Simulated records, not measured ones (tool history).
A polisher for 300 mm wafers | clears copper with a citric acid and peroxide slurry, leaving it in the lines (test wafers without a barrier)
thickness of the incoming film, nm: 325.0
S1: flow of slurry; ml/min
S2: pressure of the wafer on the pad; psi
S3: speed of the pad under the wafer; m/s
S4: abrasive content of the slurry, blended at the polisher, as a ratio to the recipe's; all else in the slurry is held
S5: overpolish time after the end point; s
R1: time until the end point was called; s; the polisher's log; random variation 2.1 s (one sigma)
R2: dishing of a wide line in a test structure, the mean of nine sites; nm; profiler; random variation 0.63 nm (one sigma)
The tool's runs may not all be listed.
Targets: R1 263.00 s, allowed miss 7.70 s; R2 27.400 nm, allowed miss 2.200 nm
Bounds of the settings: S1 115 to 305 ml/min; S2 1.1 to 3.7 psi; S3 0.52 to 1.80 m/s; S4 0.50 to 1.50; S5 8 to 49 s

run,hour,S1,S2,S3,S4,S5,R1,R2
1,0.0,195,2.4,1.16,1.00,25,164.28,34.036
2,2.6,190,2.3,1.16,1.00,26,170.69,34.404
3,5.3,190,2.2,1.16,1.00,26,176.30,35.645
4,12.9,190,2.1,1.16,1.00,25,182.97,31.370
5,21.5,190,2.0,1.16,1.00,26,190.87,31.362
6,27.2,240,2.0,1.16,1.00,26,187.25,31.611
7,29.2,240,1.9,1.16,1.00,26,193.65,30.962
# hour 29.8: slurry blender recalibrated
8,29.8,240,1.8,1.16,1.00,26,192.47,31.793
9,37.8,200,1.2,1.04,1.00,29,282.28,23.727
10,45.9,205,1.2,1.04,1.00,29,283.03,24.504
11,47.3,210,1.2,1.04,1.00,29,276.34,24.205

5 next moves are on the table. One of them brings every result within its allowed miss. Which?
A,48.7,200,1.1,1.08,1.15,21,?,?
B,48.7,210,1.1,1.26,1.00,26,?,?
C,48.7,180,1.3,1.44,0.60,31,?,?
D,48.7,225,1.2,0.84,1.05,27,?,?
E,48.7,255,1.3,0.86,1.00,23,?,?

move,R1,R2
A,280.90,18.316
B,266.86,23.178
C,267.36,27.149
D,307.01,21.267
E,287.39,19.593
A: further off than the last run
B: brings the result that was furthest off to its target, and leaves another outside
C: meets every target
D: further off than the last run
E: further off than the last run
Move C is the one to make.
